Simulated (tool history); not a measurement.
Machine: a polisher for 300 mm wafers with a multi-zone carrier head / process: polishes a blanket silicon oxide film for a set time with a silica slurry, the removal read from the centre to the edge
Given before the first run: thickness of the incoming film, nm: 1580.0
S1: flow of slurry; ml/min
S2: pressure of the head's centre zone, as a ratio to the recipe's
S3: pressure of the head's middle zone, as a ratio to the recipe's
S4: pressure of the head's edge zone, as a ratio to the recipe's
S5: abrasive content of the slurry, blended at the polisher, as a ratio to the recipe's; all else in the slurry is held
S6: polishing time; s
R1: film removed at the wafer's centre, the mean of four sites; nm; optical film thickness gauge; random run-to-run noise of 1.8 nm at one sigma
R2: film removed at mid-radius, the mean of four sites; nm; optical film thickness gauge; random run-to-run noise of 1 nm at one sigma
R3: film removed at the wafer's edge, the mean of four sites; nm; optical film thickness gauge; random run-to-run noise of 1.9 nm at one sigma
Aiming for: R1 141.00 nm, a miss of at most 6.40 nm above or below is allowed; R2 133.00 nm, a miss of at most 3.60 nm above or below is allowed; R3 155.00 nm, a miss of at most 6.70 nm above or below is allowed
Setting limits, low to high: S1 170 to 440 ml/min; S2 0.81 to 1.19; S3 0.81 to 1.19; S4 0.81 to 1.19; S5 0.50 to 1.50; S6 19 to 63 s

run 1 hour=0.0 | S1=280 S2=1.00 S3=1.00 S4=1.00 S5=1.00 S6=41 | R1=183.78 R2=178.33 R3=170.40
run 2 hour=6.5 | S1=280 S2=1.00 S3=1.00 S4=1.00 S5=0.85 S6=41 | R1=169.44 R2=166.62 R3=164.95
run 3 hour=7.8 | S1=280 S2=1.00 S3=1.00 S4=1.00 S5=0.85 S6=48 | R1=196.23 R2=198.33 R3=194.38
run 4 hour=13.5 | S1=280 S2=1.00 S3=1.00 S4=1.04 S5=0.85 S6=48 | R1=198.05 R2=196.00 R3=196.53
run 5 hour=20.1 | S1=280 S2=0.99 S3=0.97 S4=1.03 S5=0.80 S6=47 | R1=180.42 R2=185.51 R3=188.85
run 6 hour=28.9 | S1=275 S2=1.01 S3=0.94 S4=1.03 S5=0.75 S6=46 | R1=177.38 R2=169.95 R3=178.78
run 7 hour=31.3 | S1=270 S2=1.00 S3=0.92 S4=1.02 S5=0.70 S6=46 | R1=170.81 R2=162.35 R3=174.58
run 8 hour=38.5 | S1=265 S2=0.99 S3=0.90 S4=1.01 S5=0.65 S6=46 | R1=167.03 R2=154.55 R3=166.95
run 9 hour=42.8 | S1=260 S2=0.97 S3=0.88 S4=1.01 S5=0.65 S6=46 | R1=159.97 R2=148.80 R3=159.99
run 10 hour=48.7 | S1=250 S2=0.96 S3=0.87 S4=1.03 S5=0.65 S6=46 | R1=158.66 R2=147.93 R3=164.74
run 11 hour=53.6 | S1=245 S2=0.94 S3=0.86 S4=1.03 S5=0.65 S6=46 | R1=155.94 R2=146.65 R3=166.84
run 12 hour=54.7 | S1=245 S2=0.94 S3=0.86 S4=1.03 S5=0.65 S6=46 | R1=158.02 R2=145.78 R3=169.87
run 13 hour=59.2 | S1=245 S2=0.92 S3=0.85 S4=1.01 S5=0.65 S6=46 | R1=149.84 R2=145.55 R3=165.02
run 14 hour=67.5 | S1=240 S2=0.92 S3=0.84 S4=1.01 S5=0.65 S6=46 | R1=153.42 R2=143.53 R3=161.58

Exactly one of the 5 candidate moves below puts every result within its allowed miss. Which one?
run A hour=75.8 | S1=230 S2=1.11 S3=0.95 S4=0.87 S5=0.60 S6=48 | R1=? R2=? R3=?
run B hour=75.8 | S1=255 S2=0.87 S3=0.87 S4=1.11 S5=0.60 S6=43 | R1=? R2=? R3=?
run C hour=75.8 | S1=170 S2=1.03 S3=0.81 S4=1.19 S5=0.65 S6=46 | R1=? R2=? R3=?
run D hour=75.8 | S1=180 S2=0.91 S3=0.82 S4=1.05 S5=0.95 S6=38 | R1=? R2=? R3=?
run E hour=75.8 | S1=220 S2=0.90 S3=0.86 S4=1.00 S5=0.60 S6=46 | R1=? R2=? R3=?

move=A R1=180.14 R2=159.01 R3=152.27
move=B R1=127.57 R2=133.85 R3=154.60
move=C R1=159.93 R2=134.06 R3=172.37
move=D R1=138.28 R2=132.64 R3=157.99
move=E R1=138.97 R2=139.80 R3=155.40
A: moves away from the targets compared with the last run
B: the furthest-off result lands on target, but another misses its tolerance
C: the furthest-off result lands on target, but another misses its tolerance
D: all results land within tolerance of their targets
E: gains on the last run, yet a result remains outside its allowed miss
The right move is D.
